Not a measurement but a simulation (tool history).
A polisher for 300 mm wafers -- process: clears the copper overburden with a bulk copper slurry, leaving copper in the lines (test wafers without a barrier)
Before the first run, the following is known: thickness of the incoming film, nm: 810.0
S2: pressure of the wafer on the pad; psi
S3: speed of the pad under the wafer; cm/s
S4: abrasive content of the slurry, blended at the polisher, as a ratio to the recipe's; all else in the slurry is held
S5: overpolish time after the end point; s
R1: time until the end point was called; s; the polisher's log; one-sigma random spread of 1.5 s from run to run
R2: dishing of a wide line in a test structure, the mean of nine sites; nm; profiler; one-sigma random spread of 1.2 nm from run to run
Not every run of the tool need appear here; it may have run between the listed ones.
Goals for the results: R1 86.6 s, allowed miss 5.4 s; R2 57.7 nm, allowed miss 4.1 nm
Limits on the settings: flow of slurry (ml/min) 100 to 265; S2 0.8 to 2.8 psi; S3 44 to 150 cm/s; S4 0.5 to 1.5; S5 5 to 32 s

run 1 hour=0 | flow_of_slurry_(ml/min)=170 S2=1.8 S3=96 S4=1 S5=16 | R1=120.32 R2=52.004
run 2 hour=2.1 | flow_of_slurry_(ml/min)=170 S2=1.9 S3=96 S4=1 S5=15 | R1=119.12 R2=50.559
run 3 hour=9.1 | flow_of_slurry_(ml/min)=170 S2=1.6 S3=96 S4=1 S5=15 | R1=128.58 R2=46.079
run 4 hour=14.1 | flow_of_slurry_(ml/min)=170 S2=1.6 S3=96 S4=1.1 S5=15 | R1=130.03 R2=45.088
run 5 hour=21.7 | flow_of_slurry_(ml/min)=170 S2=1.6 S3=96 S4=1.1 S5=10 | R1=132.67 R2=33.815
run 6 hour=27.3 | flow_of_slurry_(ml/min)=170 S2=1.6 S3=96 S4=1.1 S5=15 | R1=131.79 R2=47.294
run 7 hour=35.1 | flow_of_slurry_(ml/min)=170 S2=1.7 S3=98 S4=1.1 S5=15 | R1=122.33 R2=47.634
run 8 hour=38 | flow_of_slurry_(ml/min)=170 S2=1.8 S3=98 S4=1.1 S5=15 | R1=115.74 R2=53.059
run 9 hour=42.6 | flow_of_slurry_(ml/min)=170 S2=1.9 S3=100 S4=1.1 S5=14 | R1=111.76 R2=50.006
run 10 hour=48.2 | flow_of_slurry_(ml/min)=170 S2=2 S3=100 S4=1.1 S5=14 | R1=104.24 R2=52.412
run 11 hour=53.5 | flow_of_slurry_(ml/min)=170 S2=2.2 S3=102 S4=1.1 S5=13 | R1=97.664 R2=51.074

5 next moves are on the table. One of them brings every result within its allowed miss. Which?
run A hour=58.8 | flow_of_slurry_(ml/min)=180 S2=2.3 S3=108 S4=1.05 S5=13 | R1=? R2=?
run B hour=58.8 | flow_of_slurry_(ml/min)=170 S2=2 S3=100 S4=0.95 S5=11 | R1=? R2=?
run C hour=58.8 | flow_of_slurry_(ml/min)=165 S2=2.5 S3=112 S4=1.1 S5=8 | R1=? R2=?
run D hour=58.8 | flow_of_slurry_(ml/min)=160 S2=2.3 S3=96 S4=0.95 S5=19 | R1=? R2=?
run E hour=58.8 | flow_of_slurry_(ml/min)=160 S2=2.3 S3=82 S4=1.35 S5=12 | R1=? R2=?

move=A R1=85.322 R2=57.353
move=B R1=105.9 R2=42.43
move=C R1=77.354 R2=42.867
move=D R1=99.946 R2=66.84
move=E R1=107.07 R2=45.471
A: hits every target within its allowed miss
B: lands further from the targets than the last run did
C: moves the result that the last run missed by most past its target, out the other side
D: lands further from the targets than the last run did
E: lands further from the targets than the last run did
Go with A: it meets all targets.

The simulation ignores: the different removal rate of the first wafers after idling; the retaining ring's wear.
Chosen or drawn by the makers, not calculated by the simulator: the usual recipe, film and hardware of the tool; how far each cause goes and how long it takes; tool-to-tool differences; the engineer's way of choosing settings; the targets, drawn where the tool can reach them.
